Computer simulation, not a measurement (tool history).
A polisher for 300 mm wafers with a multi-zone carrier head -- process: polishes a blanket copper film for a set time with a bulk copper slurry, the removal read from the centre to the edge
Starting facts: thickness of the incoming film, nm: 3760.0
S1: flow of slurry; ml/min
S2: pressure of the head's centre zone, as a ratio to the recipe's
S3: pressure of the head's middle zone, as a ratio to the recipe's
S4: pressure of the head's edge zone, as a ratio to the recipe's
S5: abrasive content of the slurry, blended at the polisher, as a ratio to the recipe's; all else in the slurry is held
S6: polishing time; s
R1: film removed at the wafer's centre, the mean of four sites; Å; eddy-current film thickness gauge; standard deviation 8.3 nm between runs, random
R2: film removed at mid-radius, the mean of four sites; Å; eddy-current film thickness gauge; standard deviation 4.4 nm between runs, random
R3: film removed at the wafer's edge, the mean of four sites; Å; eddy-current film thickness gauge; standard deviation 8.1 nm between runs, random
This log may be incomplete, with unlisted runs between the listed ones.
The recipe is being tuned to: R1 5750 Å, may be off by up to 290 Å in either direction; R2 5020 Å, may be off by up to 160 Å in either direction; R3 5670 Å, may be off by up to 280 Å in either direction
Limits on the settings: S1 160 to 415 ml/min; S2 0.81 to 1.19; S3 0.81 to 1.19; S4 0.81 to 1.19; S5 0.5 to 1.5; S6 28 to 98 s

Run 1, day 0: S1 265 ml/min, S2 1, S3 1, S4 1, S5 1, S6 63 s. Result: R1 7526.7 Å, R2 7710.6 Å, R3 7870.2 Å.
Run 2, day 0.133: S1 225 ml/min, S2 1, S3 1, S4 1, S5 1, S6 63 s. Result: R1 7537.6 Å, R2 7688.6 Å, R3 8034.4 Å.
Run 3, day 0.167: S1 225 ml/min, S2 1.07, S3 1, S4 1, S5 1, S6 63 s. Result: R1 8283.1 Å, R2 7567.3 Å, R3 7834 Å.
Run 4, day 0.429: S1 225 ml/min, S2 1.07, S3 1, S4 1, S5 1, S6 77 s. Result: R1 9893.7 Å, R2 9188.6 Å, R3 9458.7 Å.
Run 5, day 0.75: S1 225 ml/min, S2 1.07, S3 1, S4 1, S5 1, S6 68 s. Result: R1 8630.5 Å, R2 8125.9 Å, R3 8331.5 Å.
Run 6, day 0.904: S1 225 ml/min, S2 1.07, S3 1, S4 0.94, S5 1, S6 68 s. Result: R1 8711.2 Å, R2 8285.7 Å, R3 8141.8 Å.
Run 7, day 1.117: S1 225 ml/min, S2 1.06, S3 0.98, S4 0.95, S5 0.9, S6 63 s. Result: R1 7674.3 Å, R2 7226.4 Å, R3 7345.7 Å.
Run 8, day 1.2: S1 225 ml/min, S2 1.06, S3 0.95, S4 0.94, S5 0.8, S6 61 s. Result: R1 7126.8 Å, R2 6639.6 Å, R3 7008.7 Å.
Run 9, day 1.408: S1 230 ml/min, S2 1.06, S3 0.93, S4 0.93, S5 0.75, S6 59 s. Result: R1 6921.2 Å, R2 6269.2 Å, R3 6473.9 Å.
Run 10, day 1.692: S1 225 ml/min, S2 1.05, S3 0.91, S4 0.93, S5 0.7, S6 58 s. Result: R1 6604 Å, R2 5925.1 Å, R3 6231.2 Å.
Run 11, day 2.05: S1 220 ml/min, S2 1.04, S3 0.89, S4 0.93, S5 0.65, S6 58 s. Result: R1 6437.2 Å, R2 5640.6 Å, R3 6069.7 Å.
Run 12, day 2.308: S1 215 ml/min, S2 1.02, S3 0.88, S4 0.93, S5 0.65, S6 58 s. Result: R1 6296.5 Å, R2 5568.7 Å, R3 6221.4 Å.
Run 13, day 2.354: S1 220 ml/min, S2 1.02, S3 0.87, S4 0.92, S5 0.6, S6 58 s. Result: R1 6147.7 Å, R2 5401 Å, R3 6027.7 Å.
Run 14, day 2.542: S1 220 ml/min, S2 1.01, S3 0.86, S4 0.91, S5 0.6, S6 58 s. Result: R1 6144.3 Å, R2 5379.5 Å, R3 6100.4 Å.

Which single option among these 4 for the next run brings every result within its allowed miss of target? Just one does.
Run A, day 2.729: S1 190 ml/min, S2 0.91, S3 0.89, S4 0.86, S5 0.65, S6 57 s. Result: R1 ?, R2 ?, R3 ?.
Run B, day 2.729: S1 295 ml/min, S2 1.09, S3 0.92, S4 0.87, S5 0.5, S6 63 s. Result: R1 ?, R2 ?, R3 ?.
Run C, day 2.729: S1 205 ml/min, S2 1.01, S3 0.83, S4 0.91, S5 0.75, S6 52 s. Result: R1 ?, R2 ?, R3 ?.
Run D, day 2.729: S1 295 ml/min, S2 1.16, S3 0.85, S4 0.86, S5 0.65, S6 55 s. Result: R1 ?, R2 ?, R3 ?.

move      R1      R2      R3
   A  5277.4  5432.9  5938.9
   B  6875.1  6007.8  6348.8
   C  5643.5  4951.1  5844.1
   D  6921.3  5346.4  5980.7
A: further off than the last run
B: further off than the last run
C: all results in spec
D: further off than the last run
Move C is the one to make.

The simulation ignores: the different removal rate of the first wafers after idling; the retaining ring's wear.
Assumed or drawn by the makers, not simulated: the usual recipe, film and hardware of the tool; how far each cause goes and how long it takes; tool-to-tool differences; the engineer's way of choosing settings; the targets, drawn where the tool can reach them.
